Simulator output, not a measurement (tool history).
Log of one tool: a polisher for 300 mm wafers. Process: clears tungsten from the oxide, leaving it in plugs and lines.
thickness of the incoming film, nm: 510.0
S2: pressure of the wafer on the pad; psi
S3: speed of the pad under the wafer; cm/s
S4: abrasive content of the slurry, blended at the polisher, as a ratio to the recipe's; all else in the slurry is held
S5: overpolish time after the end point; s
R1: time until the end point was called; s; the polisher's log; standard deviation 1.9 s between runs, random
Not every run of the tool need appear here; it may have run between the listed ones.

Run 1, hour 0: flow of slurry (ml/min) 165, S2 3.5 psi, S3 104 cm/s, S4 1, S5 22 s. Result: R1 99.261 s.
Run 2, hour 4.6: flow of slurry (ml/min) 165, S2 3.5 psi, S3 104 cm/s, S4 1, S5 22 s. Result: R1 99.819 s.
Run 3, hour 5.6: flow of slurry (ml/min) 165, S2 3.5 psi, S3 104 cm/s, S4 0.85, S5 22 s. Result: R1 106.06 s.
Run 4, hour 11: flow of slurry (ml/min) 205, S2 3.5 psi, S3 104 cm/s, S4 0.85, S5 22 s. Result: R1 99.739 s.
Run 5, hour 19.7: flow of slurry (ml/min) 200, S2 3.3 psi, S3 104 cm/s, S4 0.85, S5 22 s. Result: R1 108.99 s.
Run 6, hour 21.7: flow of slurry (ml/min) 200, S2 3.3 psi, S3 104 cm/s, S4 0.75, S5 22 s. Result: R1 110.65 s.
Run 7, hour 22.4: flow of slurry (ml/min) 200, S2 3.1 psi, S3 104 cm/s, S4 0.75, S5 22 s. Result: R1 117.97 s.
Run 8, hour 24.6: flow of slurry (ml/min) 200, S2 3 psi, S3 104 cm/s, S4 0.75, S5 22 s. Result: R1 118.84 s.

Run 9, settings as shown, results not yet in. Your forecast:
Run 9, hour 27.8: flow of slurry (ml/min) 200, S2 2.9 psi, S3 104 cm/s, S4 0.75, S5 22 s. Result: R1 ?.

Logged for run 9: R1 125.25 s.
